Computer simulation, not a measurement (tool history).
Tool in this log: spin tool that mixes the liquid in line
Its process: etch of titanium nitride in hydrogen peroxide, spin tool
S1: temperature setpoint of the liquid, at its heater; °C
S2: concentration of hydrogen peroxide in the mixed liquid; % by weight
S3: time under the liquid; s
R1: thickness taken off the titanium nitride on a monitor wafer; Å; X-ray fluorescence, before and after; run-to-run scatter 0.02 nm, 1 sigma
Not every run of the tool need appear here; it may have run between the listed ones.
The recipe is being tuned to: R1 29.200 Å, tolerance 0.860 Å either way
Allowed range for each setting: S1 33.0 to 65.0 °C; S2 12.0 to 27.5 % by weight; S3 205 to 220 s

run 1 day=0.000 | S1=49.0 S2=18.5 S3=205 | R1=67.737
run 2 day=0.108 | S1=47.0 S2=18.5 S3=205 | R1=58.439
run 3 day=0.154 | S1=47.0 S2=21.5 S3=205 | R1=60.710
run 4 day=0.288 | S1=45.0 S2=21.5 S3=205 | R1=51.575
run 5 day=0.367 | S1=45.0 S2=21.5 S3=220 | R1=55.722
run 6 day=0.512 | S1=45.0 S2=21.5 S3=205 | R1=51.938
run 7 day=0.783 | S1=43.5 S2=21.5 S3=205 | R1=46.836
run 8 day=1.154 | S1=42.0 S2=21.5 S3=205 | R1=42.142
run 9 day=1.242 | S1=41.0 S2=21.5 S3=205 | R1=38.526
run 10 day=1.404 | S1=36.5 S2=21.5 S3=205 | R1=27.232
run 11 day=1.612 | S1=37.0 S2=21.5 S3=205 | R1=28.058

Which one of the following 5 next-run settings gets every result inside its allowed miss? There is exactly one.
run A day=1.821 | S1=35.5 S2=19.0 S3=220 | R1=?
run B day=1.821 | S1=36.0 S2=26.0 S3=205 | R1=?
run C day=1.821 | S1=36.0 S2=23.0 S3=205 | R1=?
run D day=1.821 | S1=36.5 S2=21.0 S3=220 | R1=?
run E day=1.821 | S1=35.5 S2=27.0 S3=205 | R1=?

move=A R1=25.886
move=B R1=26.853
move=C R1=26.145
move=D R1=28.619
move=E R1=26.027
A: moves away from the targets compared with the last run
B: moves away from the targets compared with the last run
C: moves away from the targets compared with the last run
D: all results in spec
E: moves away from the targets compared with the last run
D meets every target.
